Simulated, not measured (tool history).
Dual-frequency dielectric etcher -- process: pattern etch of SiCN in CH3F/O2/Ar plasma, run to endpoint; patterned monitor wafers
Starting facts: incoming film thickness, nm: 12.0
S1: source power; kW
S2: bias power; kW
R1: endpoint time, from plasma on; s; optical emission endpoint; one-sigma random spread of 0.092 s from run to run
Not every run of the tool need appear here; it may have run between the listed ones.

run,hour,S1,S2,R1
1,0.0,0.390,0.092,30.561
2,6.8,0.390,0.080,32.055
3,8.9,0.410,0.081,31.300
4,17.0,0.420,0.082,31.086
5,19.1,0.440,0.083,30.379
6,25.5,0.450,0.084,29.906
7,30.1,0.460,0.084,29.924

Forecast run 8:
8,32.9,0.460,0.084,?

{"run 8": {"R1": 29.888}}
